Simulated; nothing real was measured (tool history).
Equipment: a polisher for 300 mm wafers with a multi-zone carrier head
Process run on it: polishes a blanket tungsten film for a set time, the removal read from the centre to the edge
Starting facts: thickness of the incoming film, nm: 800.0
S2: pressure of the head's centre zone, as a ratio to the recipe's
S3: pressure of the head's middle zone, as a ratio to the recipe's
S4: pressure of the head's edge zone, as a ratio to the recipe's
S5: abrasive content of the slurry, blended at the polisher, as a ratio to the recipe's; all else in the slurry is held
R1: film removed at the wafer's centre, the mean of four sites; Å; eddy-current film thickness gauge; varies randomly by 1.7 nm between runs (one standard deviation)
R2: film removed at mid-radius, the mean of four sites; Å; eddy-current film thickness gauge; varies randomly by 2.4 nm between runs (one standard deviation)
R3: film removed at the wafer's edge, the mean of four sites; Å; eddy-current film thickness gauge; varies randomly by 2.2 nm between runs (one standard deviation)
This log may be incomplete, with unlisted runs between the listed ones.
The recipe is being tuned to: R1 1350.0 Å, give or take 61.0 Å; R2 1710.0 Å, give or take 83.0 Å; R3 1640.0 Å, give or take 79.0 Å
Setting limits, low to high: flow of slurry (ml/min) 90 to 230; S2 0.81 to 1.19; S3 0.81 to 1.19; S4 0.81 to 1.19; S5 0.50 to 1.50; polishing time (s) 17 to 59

{"run": 1, "hour": 0.0, "flow of slurry (ml/min)": 150, "S2": 1.0, "S3": 1.0, "S4": 1.0, "S5": 1.0, "polishing time (s)": 38, "R1": 2814.0, "R2": 2788.9, "R3": 2753.3}
{"run": 2, "hour": 2.0, "flow of slurry (ml/min)": 145, "S2": 0.96, "S3": 1.01, "S4": 1.0, "S5": 0.9, "polishing time (s)": 35, "R1": 2401.5, "R2": 2593.8, "R3": 2541.4}
{"run": 3, "hour": 2.8, "flow of slurry (ml/min)": 145, "S2": 0.96, "S3": 1.01, "S4": 1.0, "S5": 0.8, "polishing time (s)": 35, "R1": 2364.0, "R2": 2485.6, "R3": 2509.4}
{"run": 4, "hour": 4.3, "flow of slurry (ml/min)": 145, "S2": 0.96, "S3": 1.01, "S4": 1.0, "S5": 0.8, "polishing time (s)": 42, "R1": 2772.6, "R2": 2971.5, "R3": 3034.4}
{"run": 5, "hour": 8.9, "flow of slurry (ml/min)": 145, "S2": 1.01, "S3": 1.01, "S4": 1.0, "S5": 0.8, "polishing time (s)": 42, "R1": 2869.8, "R2": 2979.2, "R3": 2928.1}
{"run": 6, "hour": 16.9, "flow of slurry (ml/min)": 140, "S2": 0.98, "S3": 1.02, "S4": 0.99, "S5": 0.75, "polishing time (s)": 38, "R1": 2528.0, "R2": 2630.4, "R3": 2613.1}
{"run": 7, "hour": 23.9, "flow of slurry (ml/min)": 135, "S2": 0.95, "S3": 1.04, "S4": 0.98, "S5": 0.7, "polishing time (s)": 35, "R1": 2164.3, "R2": 2479.5, "R3": 2263.7}
{"run": 8, "hour": 25.7, "flow of slurry (ml/min)": 130, "S2": 0.92, "S3": 1.03, "S4": 0.98, "S5": 0.65, "polishing time (s)": 33, "R1": 1957.4, "R2": 2194.1, "R3": 2131.4}
{"run": 9, "hour": 32.1, "flow of slurry (ml/min)": 125, "S2": 0.9, "S3": 1.03, "S4": 0.98, "S5": 0.6, "polishing time (s)": 32, "R1": 1776.4, "R2": 2112.9, "R3": 2050.9}
{"run": 10, "hour": 38.8, "flow of slurry (ml/min)": 120, "S2": 0.89, "S3": 1.02, "S4": 0.96, "S5": 0.6, "polishing time (s)": 31, "R1": 1712.8, "R2": 1987.8, "R3": 1950.2}
{"run": 11, "hour": 46.8, "flow of slurry (ml/min)": 115, "S2": 0.88, "S3": 1.02, "S4": 0.95, "S5": 0.6, "polishing time (s)": 30, "R1": 1632.7, "R2": 1898.1, "R3": 1809.9}
{"run": 12, "hour": 55.2, "flow of slurry (ml/min)": 110, "S2": 0.87, "S3": 1.02, "S4": 0.95, "S5": 0.6, "polishing time (s)": 30, "R1": 1563.8, "R2": 1905.4, "R3": 1825.5}
{"run": 13, "hour": 61.5, "flow of slurry (ml/min)": 105, "S2": 0.86, "S3": 1.02, "S4": 0.94, "S5": 0.6, "polishing time (s)": 30, "R1": 1538.0, "R2": 1831.7, "R3": 1841.4}

Below are 4 possible settings for the next run. Only one of them brings all results inside the allowed miss of their targets. Which is it?
{"run": "A", "hour": 67.8, "flow of slurry (ml/min)": 140, "S2": 0.85, "S3": 1.07, "S4": 1.0, "S5": 0.6, "polishing time (s)": 25, "R1": "?", "R2": "?", "R3": "?"}
{"run": "B", "hour": 67.8, "flow of slurry (ml/min)": 90, "S2": 0.81, "S3": 1.08, "S4": 0.95, "S5": 0.55, "polishing time (s)": 28, "R1": "?", "R2": "?", "R3": "?"}
{"run": "C", "hour": 67.8, "flow of slurry (ml/min)": 105, "S2": 0.98, "S3": 0.86, "S4": 0.88, "S5": 0.7, "polishing time (s)": 30, "R1": "?", "R2": "?", "R3": "?"}
{"run": "D", "hour": 67.8, "flow of slurry (ml/min)": 90, "S2": 0.81, "S3": 0.99, "S4": 1.04, "S5": 0.5, "polishing time (s)": 31, "R1": "?", "R2": "?", "R3": "?"}

move=A R1=1346.3 R2=1752.2 R3=1646.8
move=B R1=1212.8 R2=1703.2 R3=1615.7
move=C R1=1756.3 R2=1674.3 R3=1822.3
move=D R1=1318.0 R2=1722.4 R3=1837.4
A: every result within its allowed miss
B: takes the result that was furthest off past its target
C: misses by more than the last run did
D: meets the target for the result that was furthest off, but another lies outside its allowed miss
Go with A: it meets all targets.
